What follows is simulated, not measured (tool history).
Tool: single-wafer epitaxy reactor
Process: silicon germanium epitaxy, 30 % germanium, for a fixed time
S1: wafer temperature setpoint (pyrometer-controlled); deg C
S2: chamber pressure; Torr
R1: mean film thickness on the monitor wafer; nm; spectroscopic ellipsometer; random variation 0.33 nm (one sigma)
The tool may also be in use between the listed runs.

{"run": 1, "hour": 0.0, "S1": 590, "S2": 16.3, "R1": 48.53}
{"run": 2, "hour": 2.2, "S1": 593, "S2": 16.4, "R1": 51.106}
{"run": 3, "hour": 4.2, "S1": 596, "S2": 16.5, "R1": 53.529}
{"run": 4, "hour": 6.0, "S1": 596, "S2": 14.1, "R1": 49.321}
{"run": 5, "hour": 7.8, "S1": 596, "S2": 12.1, "R1": 44.707}
{"run": 6, "hour": 8.3, "S1": 599, "S2": 12.7, "R1": 48.383}
{"run": 7, "hour": 9.3, "S1": 602, "S2": 13.3, "R1": 52.23}

Run 8 comes next. What will it give?
{"run": 8, "hour": 17.9, "S1": 604, "S2": 13.8, "R1": "?"}

R1: 55.394 nm
